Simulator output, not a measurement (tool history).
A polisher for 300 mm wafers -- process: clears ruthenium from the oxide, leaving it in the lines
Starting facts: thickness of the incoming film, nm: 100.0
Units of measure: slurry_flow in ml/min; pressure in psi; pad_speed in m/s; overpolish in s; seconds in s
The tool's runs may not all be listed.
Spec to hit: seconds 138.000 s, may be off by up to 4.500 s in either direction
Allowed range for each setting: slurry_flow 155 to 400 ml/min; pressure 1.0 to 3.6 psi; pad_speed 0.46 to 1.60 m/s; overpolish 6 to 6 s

| run | hour | slurry_flow | pressure | pad_speed | overpolish | seconds |
|---|---|---|---|---|---|---|
| 1 | 0.0 | 255 | 2.3 | 1.02 | 6 | 88.446 |
| 2 | 1.8 | 300 | 2.3 | 1.02 | 6 | 88.844 |
| 3 | 10.8 | 300 | 2.1 | 1.02 | 6 | 99.021 |
| 4 | 18.3 | 300 | 2.5 | 1.02 | 6 | 82.548 |
| 5 | 19.8 | 255 | 2.5 | 1.02 | 6 | 83.268 |
| 6 | 22.5 | 255 | 3.1 | 1.02 | 6 | 68.841 |
| 7 | 26.4 | 255 | 2.5 | 1.00 | 6 | 84.633 |
| 8 | 31.4 | 255 | 2.1 | 1.00 | 6 | 99.884 |

Below are 4 possible settings for the next run. Only one of them brings all results inside the allowed miss of their targets. Which is it?
| A | 36.4 | 230 | 1.9 | 0.76 | 6 | ? |
| B | 36.4 | 230 | 2.3 | 1.20 | 6 | ? |
| C | 36.4 | 260 | 2.4 | 1.12 | 6 | ? |
| D | 36.4 | 255 | 1.5 | 1.00 | 6 | ? |

| move | seconds |
|---|---|
| A | 144.850 |
| B | 79.037 |
| C | 79.739 |
| D | 139.650 |
A: moves the result that the last run missed by most past its target, out the other side
B: further off than the last run
C: further off than the last run
D: all results in spec
So the answer is move D, the one that meets all the targets.
